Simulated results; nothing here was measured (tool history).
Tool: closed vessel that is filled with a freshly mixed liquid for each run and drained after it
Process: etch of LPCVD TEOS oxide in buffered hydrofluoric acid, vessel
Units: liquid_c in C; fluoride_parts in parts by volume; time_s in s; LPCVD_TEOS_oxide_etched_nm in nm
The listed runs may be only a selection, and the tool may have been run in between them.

run 1 hour=0 | liquid_c=25 fluoride_parts=17.5 time_s=95 | LPCVD_TEOS_oxide_etched_nm=272.19
run 2 hour=0.8 | liquid_c=25 fluoride_parts=17.5 time_s=95 | LPCVD_TEOS_oxide_etched_nm=272.82
run 3 hour=6.9 | liquid_c=22.5 fluoride_parts=18.5 time_s=95 | LPCVD_TEOS_oxide_etched_nm=224.74
run 4 hour=11.9 | liquid_c=22.5 fluoride_parts=18.5 time_s=105 | LPCVD_TEOS_oxide_etched_nm=247.81
run 5 hour=14.1 | liquid_c=21 fluoride_parts=19 time_s=105 | LPCVD_TEOS_oxide_etched_nm=223.63
run 6 hour=20.6 | liquid_c=21 fluoride_parts=23 time_s=105 | LPCVD_TEOS_oxide_etched_nm=188.22
run 7 hour=26.9 | liquid_c=20 fluoride_parts=23 time_s=105 | LPCVD_TEOS_oxide_etched_nm=176.7

Estimate the outcome of run 8 from the log above:
run 8 hour=28.6 | liquid_c=19.5 fluoride_parts=23 time_s=105 | LPCVD_TEOS_oxide_etched_nm=?

Run 8 came out at LPCVD_TEOS_oxide_etched_nm 172.41 nm.
